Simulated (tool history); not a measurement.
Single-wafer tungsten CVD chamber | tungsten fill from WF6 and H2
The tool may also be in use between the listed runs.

run	hour	heater temperature setpoint (°C)	chamber pressure (mTorr)	deposition time (s)	mean film thickness on the monitor wafer (angstrom)
1	0.0	380	52800	11.9	279.95
2	4.8	385	52800	11.9	313.89
3	8.6	385	59200	11.9	338.00
4	13.0	385	59200	11.9	339.52
5	14.0	391	59200	11.9	390.95
6	21.5	391	51000	11.9	351.75
7	27.4	388	50900	11.9	330.18
8	32.0	386	50800	11.9	314.22
9	40.8	386	50800	11.9	312.61

Run 10 has not been measured yet. What should we expect?
10	49.6	384	50700	11.9	?

{"run 10": {"mean film thickness on the monitor wafer (angstrom)": 300.6}}
